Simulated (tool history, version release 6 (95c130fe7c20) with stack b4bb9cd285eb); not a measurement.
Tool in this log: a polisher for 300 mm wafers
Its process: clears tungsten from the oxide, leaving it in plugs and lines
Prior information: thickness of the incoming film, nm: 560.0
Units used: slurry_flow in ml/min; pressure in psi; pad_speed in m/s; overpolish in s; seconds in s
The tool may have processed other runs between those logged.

run,hour,slurry_flow,pressure,pad_speed,slurry_solids,overpolish,seconds
1,0.0,240,4.2,1.16,1.00,17,104.97
2,3.6,290,4.2,1.16,1.00,17,103.77
3,5.8,290,4.2,1.16,0.80,17,110.02
4,13.3,290,4.2,1.16,0.80,18,109.00
5,21.0,290,4.2,1.16,0.65,18,113.98
6,26.0,290,4.2,1.16,0.80,18,108.03

What will run 7 give?
7,31.7,290,3.8,1.16,0.80,18,?

Run 7 produced seconds 118.01 s.
